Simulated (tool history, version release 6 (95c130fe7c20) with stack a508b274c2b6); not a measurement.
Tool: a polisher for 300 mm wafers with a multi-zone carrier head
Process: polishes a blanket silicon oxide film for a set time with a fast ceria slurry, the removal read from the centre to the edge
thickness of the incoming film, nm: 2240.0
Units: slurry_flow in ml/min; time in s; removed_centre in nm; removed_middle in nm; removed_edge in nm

run	hour	slurry_flow	centre_zone	middle_zone	edge_zone	time	removed_centre	removed_middle	removed_edge
1	0	270	1	1	1	34	399.33	408.43	402.56
2	0.7	240	1	1	1	34	389.49	397.24	401.89
3	8.8	250	1.01	1.01	0.97	33	382.87	388.59	382.01
4	9.9	185	1.01	1.01	0.97	33	373.2	382.35	372.55
5	16.8	185	0.97	1.01	0.97	33	359.9	389.34	380.91
6	19	185	0.99	1.02	0.95	33	360.16	391.53	373.48
7	20.9	185	1.01	1.02	0.93	33	367.91	395.26	375.35
8	22.1	185	1.04	1.03	0.92	32	371.91	381.69	356.63

The next listed run, before its measurement:
9	25	185	1.05	1.04	0.91	32	?	?	?

removed_centre: 377.29 nm
removed_middle: 373.79 nm
removed_edge: 352.13 nm
